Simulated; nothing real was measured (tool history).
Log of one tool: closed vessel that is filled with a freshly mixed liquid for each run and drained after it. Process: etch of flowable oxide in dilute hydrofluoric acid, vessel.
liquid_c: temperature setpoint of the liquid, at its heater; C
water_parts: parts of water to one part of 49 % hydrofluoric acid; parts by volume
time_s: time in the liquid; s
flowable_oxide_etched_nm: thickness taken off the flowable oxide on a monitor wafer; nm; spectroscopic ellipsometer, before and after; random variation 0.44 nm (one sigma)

run,hour,liquid_c,water_parts,time_s,flowable_oxide_etched_nm
1,0.0,25,115,30,15.338
2,7.7,27,85,30,23.329
3,10.0,27,45,30,45.867
4,12.8,27,85,30,23.179
5,19.9,27,115,30,16.358
6,27.8,25,115,30,15.351

Forecast run 7:
7,32.8,29,65,30,?

{"run 7": {"flowable_oxide_etched_nm": 33.512}}
